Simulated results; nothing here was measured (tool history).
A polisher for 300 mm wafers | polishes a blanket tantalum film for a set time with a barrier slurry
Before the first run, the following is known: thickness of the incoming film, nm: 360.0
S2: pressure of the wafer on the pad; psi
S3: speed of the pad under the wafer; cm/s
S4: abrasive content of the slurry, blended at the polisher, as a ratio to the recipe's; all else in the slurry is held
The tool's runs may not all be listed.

Run 1, day 0.000: flow of slurry (ml/min) 270, S2 1.3 psi, S3 98 cm/s, S4 1.00, polishing time (s) 103. Result: film removed (angstrom) 1125.1.
Run 2, day 0.325: flow of slurry (ml/min) 270, S2 1.3 psi, S3 98 cm/s, S4 1.00, polishing time (s) 108. Result: film removed (angstrom) 1147.7.
Run 3, day 0.438: flow of slurry (ml/min) 270, S2 1.3 psi, S3 98 cm/s, S4 0.85, polishing time (s) 108. Result: film removed (angstrom) 1092.2.
Run 4, day 0.779: flow of slurry (ml/min) 270, S2 1.3 psi, S3 98 cm/s, S4 1.05, polishing time (s) 108. Result: film removed (angstrom) 1158.7.
Run 5, day 0.979: flow of slurry (ml/min) 270, S2 1.2 psi, S3 98 cm/s, S4 1.05, polishing time (s) 108. Result: film removed (angstrom) 1108.6.
Run 6, day 1.058: flow of slurry (ml/min) 270, S2 1.5 psi, S3 98 cm/s, S4 1.05, polishing time (s) 108. Result: film removed (angstrom) 1318.6.
Run 7, day 1.212: flow of slurry (ml/min) 270, S2 1.3 psi, S3 96 cm/s, S4 1.05, polishing time (s) 108. Result: film removed (angstrom) 1143.7.

What will run 8 give?
Run 8, day 1.362: flow of slurry (ml/min) 270, S2 1.2 psi, S3 96 cm/s, S4 1.05, polishing time (s) 108. Result: film removed (angstrom) ?.

film removed (angstrom): 1077.2
